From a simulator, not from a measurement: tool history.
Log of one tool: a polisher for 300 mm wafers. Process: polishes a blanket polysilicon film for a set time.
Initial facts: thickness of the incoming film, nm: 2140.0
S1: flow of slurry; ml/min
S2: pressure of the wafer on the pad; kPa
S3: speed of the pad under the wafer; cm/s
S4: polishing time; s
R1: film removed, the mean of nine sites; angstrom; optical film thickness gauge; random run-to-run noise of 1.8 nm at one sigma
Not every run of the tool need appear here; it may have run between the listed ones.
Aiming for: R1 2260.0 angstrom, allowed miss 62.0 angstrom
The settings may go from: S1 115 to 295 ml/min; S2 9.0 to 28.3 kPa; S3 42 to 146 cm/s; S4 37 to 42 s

run    day   S1    S2  S3  S4      R1
  1  0.000  190  18.6  94  42  3072.0
  2  0.350  190  22.1  94  42  3609.2
  3  0.538  170  22.1  94  42  3594.8
  4  0.725  170  19.3  94  42  3143.7
  5  0.846  170  17.2  94  42  2848.8
  6  1.038  170  15.9  94  42  2643.5
  7  1.275  170  15.2  94  42  2510.3
  8  1.533  170  14.5  94  42  2396.1

Pick the move, out of 5, that brings all results within their allowed miss; only one does.
  A  1.792  120  15.2  102  40   ?
  B  1.792  190  15.9   92  42   ?
  C  1.792  185  15.2  102  38   ?
  D  1.792  185  14.5  102  42   ?
  E  1.792  165  12.4  108  41   ?

move      R1
   A  2411.5
   B  2580.2
   C  2422.0
   D  2559.7
   E  2227.0
A: misses by more than the last run did
B: misses by more than the last run did
C: misses by more than the last run did
D: misses by more than the last run did
E: all results land within tolerance of their targets
E is the move that brings every result within its allowed miss.
